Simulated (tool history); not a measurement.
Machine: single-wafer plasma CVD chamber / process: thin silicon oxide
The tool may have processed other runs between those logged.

run	day	heater temperature setpoint (K)	chamber pressure (mTorr)	RF power (kW)	deposition time (s)	mean film thickness on the monitor wafer (nm)
1	0.000	673.15	617	0.255	3.55	4.6717
2	0.362	673.15	541	0.255	3.55	4.0973
3	0.446	673.15	541	0.290	3.55	4.2342
4	0.612	673.15	541	0.270	3.55	4.1330
5	0.650	673.15	541	0.270	3.55	4.1578
6	0.888	673.15	613	0.270	3.55	4.7057

For run 7, what comes out?
7	1.088	673.15	571	0.270	3.54	?

{"run 7": {"mean film thickness on the monitor wafer (nm)": 4.3945}}
